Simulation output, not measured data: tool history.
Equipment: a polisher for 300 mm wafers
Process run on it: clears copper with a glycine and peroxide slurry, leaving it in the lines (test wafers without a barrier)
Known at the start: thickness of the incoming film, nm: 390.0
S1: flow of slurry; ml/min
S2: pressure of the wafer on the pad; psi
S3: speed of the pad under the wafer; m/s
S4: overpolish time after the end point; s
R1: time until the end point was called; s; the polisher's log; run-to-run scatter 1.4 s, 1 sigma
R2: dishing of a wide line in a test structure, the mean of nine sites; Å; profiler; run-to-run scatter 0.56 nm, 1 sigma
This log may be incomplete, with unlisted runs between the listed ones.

| run | hour | S1 | S2 | S3 | S4 | R1 | R2 |
|---|---|---|---|---|---|---|---|
| 1 | 0 | 305 | 1.7 | 0.82 | 29 | 120.86 | 549.19 |
| 2 | 7.6 | 305 | 2.1 | 0.82 | 29 | 110.43 | 579.69 |
| 3 | 15.3 | 305 | 2.1 | 0.82 | 20 | 108.91 | 455.6 |
| 4 | 18.1 | 305 | 1.9 | 0.8 | 21 | 116.15 | 448.65 |
| 5 | 21.1 | 235 | 1.9 | 0.8 | 21 | 119 | 431.83 |
| 6 | 24.9 | 235 | 2.2 | 0.8 | 21 | 111.49 | 472.55 |
| 7 | 32.1 | 235 | 1.7 | 0.72 | 28 | 137.69 | 496 |
| 8 | 38 | 235 | 1.7 | 0.72 | 27 | 136.91 | 475.2 |

What will run 9 give?
| 9 | 45.1 | 235 | 1.7 | 0.72 | 26 | ? | ? |

Run 9 measured R1 136.16 s, R2 478.44 Å.

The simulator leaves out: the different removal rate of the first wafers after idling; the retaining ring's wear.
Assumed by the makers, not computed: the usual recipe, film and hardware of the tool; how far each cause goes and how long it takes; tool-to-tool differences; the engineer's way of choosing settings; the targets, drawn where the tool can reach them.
